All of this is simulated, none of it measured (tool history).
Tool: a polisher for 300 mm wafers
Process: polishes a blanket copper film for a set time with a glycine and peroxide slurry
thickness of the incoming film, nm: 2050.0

run    day  flow of slurry (ml/min)  pressure of the wafer on the pad (kPa)  speed of the pad under the wafer (m/s)  polishing time (s)  film removed (Å)
  1  0.000                      305                                    12.4                                    0.88                  23            696.02
  2  0.317                      305                                    11.0                                    0.88                  23            636.94
  3  0.504                      260                                    11.0                                    0.88                  23            635.75
  4  0.550                      295                                    11.0                                    0.88                  23            647.67
  5  0.708                      295                                    10.3                                    0.88                  23            621.39
  6  0.908                      295                                     9.7                                    0.88                  23            583.62
  7  1.196                      295                                     9.0                                    0.88                  23            562.50

Run 8 comes next. What will it give?
  8  1.508                      295                                     8.3                                    0.88                  23                 ?

Run 8 gave film removed (Å) 533.05.

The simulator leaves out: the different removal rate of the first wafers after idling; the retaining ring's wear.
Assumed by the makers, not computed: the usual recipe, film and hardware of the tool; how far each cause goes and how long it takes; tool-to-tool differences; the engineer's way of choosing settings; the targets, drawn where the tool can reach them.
